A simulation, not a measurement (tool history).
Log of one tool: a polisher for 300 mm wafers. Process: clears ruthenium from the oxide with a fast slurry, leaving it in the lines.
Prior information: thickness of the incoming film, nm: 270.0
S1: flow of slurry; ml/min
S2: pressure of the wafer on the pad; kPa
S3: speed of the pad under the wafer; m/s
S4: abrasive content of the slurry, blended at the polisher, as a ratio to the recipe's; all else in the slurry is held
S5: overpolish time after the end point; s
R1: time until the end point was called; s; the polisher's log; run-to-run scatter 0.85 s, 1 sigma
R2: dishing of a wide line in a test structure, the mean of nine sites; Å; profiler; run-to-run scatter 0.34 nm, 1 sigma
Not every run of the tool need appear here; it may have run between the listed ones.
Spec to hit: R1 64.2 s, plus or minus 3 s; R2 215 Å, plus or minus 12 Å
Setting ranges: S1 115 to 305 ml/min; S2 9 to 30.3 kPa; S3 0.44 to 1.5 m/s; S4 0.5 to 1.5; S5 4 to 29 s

run  hour   S1    S2    S3  S4  S5      R1      R2
  1     0  195  19.3  0.96   1  15  75.171  414.01
  2   6.2  195  19.3  0.96   1  13  80.095  359.71
  3   6.8  155  19.3  0.96   1  13  80.093  343.34
  4   7.4  115  19.3  0.96   1  13   88.25  330.99
  5   8.4  145  19.3  0.96   1  12  83.169  317.87
  6  14.4  160    20  0.96   1  11  79.219  313.68
  7  20.1  115  23.4  0.98   1   4  75.391  125.75
  8  22.3  130  22.8     1   1   4  73.368  129.29
  9  27.8  140  22.1  1.02   1   4  73.231  130.53
 10  34.7  150  24.8  1.04   1  11  64.439  361.51
 11    36  160  24.1  1.04   1  10  64.561  338.53

Which of these 4 next moves meets every target?
  A  37.3  160  24.1     1   1.1   7   ?   ?
  B  37.3  165  26.9  1.14  0.95   6   ?   ?
  C  37.3  195  26.2  1.08  1.05   6   ?   ?
  D  37.3  125  25.5   1.1  0.95   6   ?   ?

move      R1      R2
   A  63.681  241.79
   B  55.491  238.22
   C  55.309  238.93
   D  63.146  211.82
A: an improvement on the last run, though not all results are within tolerance
B: an improvement on the last run, though not all results are within tolerance
C: an improvement on the last run, though not all results are within tolerance
D: every result lands within tolerance
The move that meets every target is D.
